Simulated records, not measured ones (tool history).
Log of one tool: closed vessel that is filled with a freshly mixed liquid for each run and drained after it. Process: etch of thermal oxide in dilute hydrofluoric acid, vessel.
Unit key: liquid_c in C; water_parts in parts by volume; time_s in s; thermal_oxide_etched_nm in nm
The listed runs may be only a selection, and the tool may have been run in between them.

run,hour,liquid_c,water_parts,time_s,thermal_oxide_etched_nm
1,0,24,205,350,7.7201
2,6.7,22.5,205,350,7.3224
3,7.4,22.5,205,350,7.3078
4,8.3,22.5,205,350,7.2982
5,9.9,22.5,205,350,7.2945
6,11.5,25.5,205,350,8.1731

Run 7 has not been measured yet. What should we expect?
7,12.1,24,205,350,?

{"run 7": {"thermal_oxide_etched_nm": 7.7392}}
